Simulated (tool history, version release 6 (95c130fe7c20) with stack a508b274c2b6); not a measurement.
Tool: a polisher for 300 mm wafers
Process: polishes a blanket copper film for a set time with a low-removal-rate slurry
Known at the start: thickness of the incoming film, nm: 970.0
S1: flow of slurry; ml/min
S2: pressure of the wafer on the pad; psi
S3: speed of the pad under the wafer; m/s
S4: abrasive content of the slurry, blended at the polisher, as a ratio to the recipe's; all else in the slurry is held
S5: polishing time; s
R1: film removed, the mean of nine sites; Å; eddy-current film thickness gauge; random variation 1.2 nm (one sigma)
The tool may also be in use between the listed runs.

{"run": 1, "day": 0.0, "S1": 120, "S2": 2.8, "S3": 1.4, "S4": 1.0, "S5": 68, "R1": 2406.4}
{"run": 2, "day": 0.138, "S1": 115, "S2": 2.6, "S3": 1.34, "S4": 1.0, "S5": 68, "R1": 2140.7}
{"run": 3, "day": 0.162, "S1": 115, "S2": 2.4, "S3": 1.28, "S4": 1.0, "S5": 68, "R1": 1933.9}
{"run": 4, "day": 0.317, "S1": 115, "S2": 3.1, "S3": 1.28, "S4": 1.0, "S5": 68, "R1": 2472.9}
{"run": 5, "day": 0.362, "S1": 115, "S2": 3.1, "S3": 1.28, "S4": 0.8, "S5": 68, "R1": 2384.4}
{"run": 6, "day": 0.625, "S1": 115, "S2": 3.4, "S3": 1.28, "S4": 0.8, "S5": 68, "R1": 2578.4}
{"run": 7, "day": 0.758, "S1": 115, "S2": 3.1, "S3": 1.22, "S4": 0.8, "S5": 68, "R1": 2318.4}
{"run": 8, "day": 0.962, "S1": 95, "S2": 2.3, "S3": 0.84, "S4": 0.75, "S5": 68, "R1": 1285.5}
{"run": 9, "day": 1.038, "S1": 95, "S2": 2.3, "S3": 0.84, "S4": 0.75, "S5": 68, "R1": 1293.1}
{"run": 10, "day": 1.154, "S1": 95, "S2": 2.2, "S3": 0.84, "S4": 0.75, "S5": 68, "R1": 1235.5}
{"run": 11, "day": 1.408, "S1": 95, "S2": 2.1, "S3": 0.84, "S4": 0.75, "S5": 68, "R1": 1194.5}
{"run": 12, "day": 1.721, "S1": 95, "S2": 2.0, "S3": 0.84, "S4": 0.75, "S5": 68, "R1": 1135.7}

Run 13 comes next. What will it give?
{"run": 13, "day": 1.821, "S1": 95, "S2": 1.9, "S3": 0.84, "S4": 0.75, "S5": 68, "R1": "?"}

R1: 1077.1 Å

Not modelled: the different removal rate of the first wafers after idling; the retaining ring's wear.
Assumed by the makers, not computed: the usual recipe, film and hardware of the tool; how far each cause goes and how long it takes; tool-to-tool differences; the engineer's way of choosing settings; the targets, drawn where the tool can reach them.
